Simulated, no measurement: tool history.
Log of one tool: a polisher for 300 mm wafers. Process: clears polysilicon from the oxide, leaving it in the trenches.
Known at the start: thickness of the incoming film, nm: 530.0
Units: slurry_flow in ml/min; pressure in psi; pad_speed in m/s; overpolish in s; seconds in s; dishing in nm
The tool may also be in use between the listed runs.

run	hour	slurry_flow	pressure	pad_speed	overpolish	seconds	dishing
1	0.0	190	1.8	1.08	23	58.410	30.500
2	2.1	190	1.5	1.06	18	71.938	29.106
3	4.4	190	1.3	1.06	14	82.007	28.340
4	10.0	190	1.3	1.22	14	69.183	29.344
5	12.8	195	1.2	1.18	12	79.349	27.677
6	21.7	160	1.2	1.18	12	79.506	27.422
7	27.8	160	1.1	1.18	12	88.995	27.595

Forecast run 8:
8	35.9	155	1.1	1.18	10	?	?

Run 8 gave seconds 87.529 s, dishing 25.371 nm.
